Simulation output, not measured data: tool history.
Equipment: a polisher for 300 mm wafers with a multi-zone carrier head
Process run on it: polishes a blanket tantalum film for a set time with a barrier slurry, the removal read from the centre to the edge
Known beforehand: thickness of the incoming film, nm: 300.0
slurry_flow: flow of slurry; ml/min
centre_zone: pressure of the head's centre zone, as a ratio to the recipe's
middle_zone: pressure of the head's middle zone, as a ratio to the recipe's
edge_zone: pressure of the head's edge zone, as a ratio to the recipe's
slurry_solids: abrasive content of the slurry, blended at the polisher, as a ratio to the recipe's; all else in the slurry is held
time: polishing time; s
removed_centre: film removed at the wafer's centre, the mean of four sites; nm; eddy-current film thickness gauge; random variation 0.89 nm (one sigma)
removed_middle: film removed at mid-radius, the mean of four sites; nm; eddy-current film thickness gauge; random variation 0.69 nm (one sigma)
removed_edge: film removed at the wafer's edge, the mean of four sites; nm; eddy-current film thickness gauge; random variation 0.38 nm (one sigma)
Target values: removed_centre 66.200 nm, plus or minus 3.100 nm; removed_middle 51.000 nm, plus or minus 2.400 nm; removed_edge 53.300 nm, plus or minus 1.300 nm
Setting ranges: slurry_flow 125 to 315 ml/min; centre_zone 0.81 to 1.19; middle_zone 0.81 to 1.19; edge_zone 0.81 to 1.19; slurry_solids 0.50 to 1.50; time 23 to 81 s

run	hour	slurry_flow	centre_zone	middle_zone	edge_zone	slurry_solids	time	removed_centre	removed_middle	removed_edge
1	0.0	205	1.00	1.00	1.00	1.00	52	80.801	77.444	77.911
2	6.7	205	1.00	1.08	1.00	1.00	52	77.866	80.339	78.232
3	9.2	205	1.00	1.17	1.00	1.00	52	79.390	85.766	78.005
4	12.7	200	1.05	1.09	0.97	0.85	49	74.190	71.732	67.874
5	13.5	200	1.05	1.09	0.97	1.05	49	76.829	76.045	74.272
6	16.6	200	1.05	1.09	0.89	1.05	49	80.407	76.012	70.632
7	20.8	185	1.06	1.02	0.89	0.90	48	73.750	68.329	64.698
8	24.0	180	1.09	0.96	0.90	0.75	47	67.766	59.007	59.676
9	25.0	175	1.11	0.93	0.88	0.70	47	69.141	55.287	57.332
10	29.2	170	1.11	0.92	0.86	0.70	47	67.426	56.262	56.073
11	30.5	160	1.16	0.82	0.86	0.55	47	60.942	44.999	49.193
12	39.6	180	1.15	0.84	0.86	0.55	47	62.213	47.277	49.608
13	45.4	180	1.15	0.86	0.88	0.55	47	63.228	45.673	50.269
14	50.0	180	1.14	0.88	0.88	0.55	47	60.355	47.457	50.405

Consider the 5 candidate settings below. Which is the only one whose results all fall within their allowed miss of target?
A	54.6	125	1.10	0.96	0.81	0.50	61	?	?	?
B	54.6	180	0.93	1.00	0.91	0.50	54	?	?	?
C	54.6	175	1.10	0.91	0.89	0.55	54	?	?	?
D	54.6	140	1.18	0.93	0.91	0.55	51	?	?	?
E	54.6	155	1.13	0.96	0.81	0.50	56	?	?	?

move	removed_centre	removed_middle	removed_edge
A	65.618	58.206	56.724
B	52.469	56.199	55.223
C	65.723	55.987	57.988
D	64.028	51.712	53.908
E	64.541	55.452	53.484
A: takes the biggest miss from the last run beyond its target
B: takes the biggest miss from the last run beyond its target
C: takes the biggest miss from the last run beyond its target
D: every result lands within tolerance
E: brings the result that was furthest off to its target, and leaves another outside
D is the move that brings every result within its allowed miss.

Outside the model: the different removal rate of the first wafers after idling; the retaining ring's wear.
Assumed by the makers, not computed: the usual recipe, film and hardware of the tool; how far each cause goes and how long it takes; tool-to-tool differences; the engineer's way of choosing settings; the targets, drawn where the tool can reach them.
